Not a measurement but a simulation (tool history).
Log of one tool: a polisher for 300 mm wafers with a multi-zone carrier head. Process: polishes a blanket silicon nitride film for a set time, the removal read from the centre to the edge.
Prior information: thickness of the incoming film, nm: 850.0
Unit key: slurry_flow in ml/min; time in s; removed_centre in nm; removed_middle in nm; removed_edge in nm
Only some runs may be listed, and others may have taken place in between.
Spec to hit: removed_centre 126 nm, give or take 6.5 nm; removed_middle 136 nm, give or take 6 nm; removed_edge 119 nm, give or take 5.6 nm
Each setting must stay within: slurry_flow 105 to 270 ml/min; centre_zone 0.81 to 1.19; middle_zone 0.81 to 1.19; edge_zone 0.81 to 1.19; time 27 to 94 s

run	day	slurry_flow	centre_zone	middle_zone	edge_zone	time	removed_centre	removed_middle	removed_edge
1	0	175	1	1	1	60	93.995	97.225	97.942
2	0.158	175	1	0.94	1	60	96.091	93.143	97.979
3	0.4	175	1	0.94	0.94	60	95.911	91.717	94.548
4	0.675	180	1.01	0.96	0.95	61	98.154	95.878	94.545
5	0.967	185	1.02	0.97	0.96	62	102.5	99.389	98.769
6	1.317	185	1.02	0.97	0.96	69	113.82	109.38	109.74
7	1.6	190	1.02	0.99	0.96	69	119.41	111.23	107.76
8	1.883	190	0.92	1.09	1.02	77	117.86	135.51	126.78
9	2.125	190	0.93	1.09	1.01	77	118.2	136.2	125.56

Exactly one of the 5 candidate moves below puts every result within its allowed miss. Which one?
A	2.367	270	1.1	1.07	0.89	74	?	?	?
B	2.367	215	0.98	1.09	0.9	76	?	?	?
C	2.367	195	1.13	0.98	0.93	75	?	?	?
D	2.367	140	1.08	1.03	1	76	?	?	?
E	2.367	185	0.98	1.17	1.09	71	?	?	?

move	removed_centre	removed_middle	removed_edge
A	143.48	137.66	120.01
B	128.26	139.63	121.18
C	141.98	123.95	120.24
D	128.32	122.8	120.21
E	116.8	135.37	121.78
A: carries the result that was furthest off beyond its target, to the other side
B: each result inside its tolerance
C: carries the result that was furthest off beyond its target, to the other side
D: meets the target for the result that was furthest off, but another lies outside its allowed miss
E: the biggest miss grows against the last run
Move B is the one to make.

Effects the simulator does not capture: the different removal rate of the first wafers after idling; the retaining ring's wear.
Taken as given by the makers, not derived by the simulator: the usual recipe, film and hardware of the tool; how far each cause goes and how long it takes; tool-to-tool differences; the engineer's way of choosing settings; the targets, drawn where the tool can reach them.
